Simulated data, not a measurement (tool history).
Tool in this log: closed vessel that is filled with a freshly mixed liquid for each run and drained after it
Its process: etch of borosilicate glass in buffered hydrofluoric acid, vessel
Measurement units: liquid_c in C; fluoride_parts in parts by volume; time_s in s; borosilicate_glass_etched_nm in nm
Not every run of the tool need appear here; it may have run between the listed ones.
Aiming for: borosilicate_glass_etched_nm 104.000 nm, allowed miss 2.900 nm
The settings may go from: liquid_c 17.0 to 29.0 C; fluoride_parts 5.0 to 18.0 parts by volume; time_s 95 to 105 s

run,day,liquid_c,fluoride_parts,time_s,borosilicate_glass_etched_nm
1,0.000,21.0,11.0,95,90.163
2,0.296,21.0,11.0,105,101.930
3,0.396,21.0,11.0,95,90.845
4,0.754,21.5,11.0,95,92.708
5,0.942,21.5,13.5,95,76.645
6,1.146,21.5,13.5,95,75.647
7,1.354,25.5,13.5,95,95.960
8,1.612,26.0,13.5,95,96.912
9,1.758,26.5,13.5,95,99.442

Consider the 4 candidate settings below. Which is the only one whose results all fall within their allowed miss of target?
A,1.904,23.0,11.5,95,?
B,1.904,26.5,13.0,95,?
C,1.904,25.0,13.5,100,?
D,1.904,24.0,13.0,100,?

move,borosilicate_glass_etched_nm
A,96.544
B,103.090
C,96.547
D,95.001
A: moves away from the targets compared with the last run
B: every result lands within tolerance
C: moves away from the targets compared with the last run
D: moves away from the targets compared with the last run
Answer: B
